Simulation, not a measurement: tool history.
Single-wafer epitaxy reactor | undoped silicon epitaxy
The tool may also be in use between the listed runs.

run    day  wafer temperature setpoint (pyrometer-controlled) (°C)  deposition time (s)  mean film thickness on the monitor wafer (angstrom)
  1  0.000                                                     660                  212                                               476.34
  2  0.154                                                     664                  212                                               518.05
  3  0.254                                                     667                  212                                               551.94
  4  0.458                                                     667                  241                                               631.05
  5  0.779                                                     667                  215                                               560.75
  6  1.092                                                     667                  190                                               496.39

Run 7 comes next. What will it give?
  7  1.221                                                     670                  190                                                    ?

{"run 7": {"mean film thickness on the monitor wafer (angstrom)": 530.94}}

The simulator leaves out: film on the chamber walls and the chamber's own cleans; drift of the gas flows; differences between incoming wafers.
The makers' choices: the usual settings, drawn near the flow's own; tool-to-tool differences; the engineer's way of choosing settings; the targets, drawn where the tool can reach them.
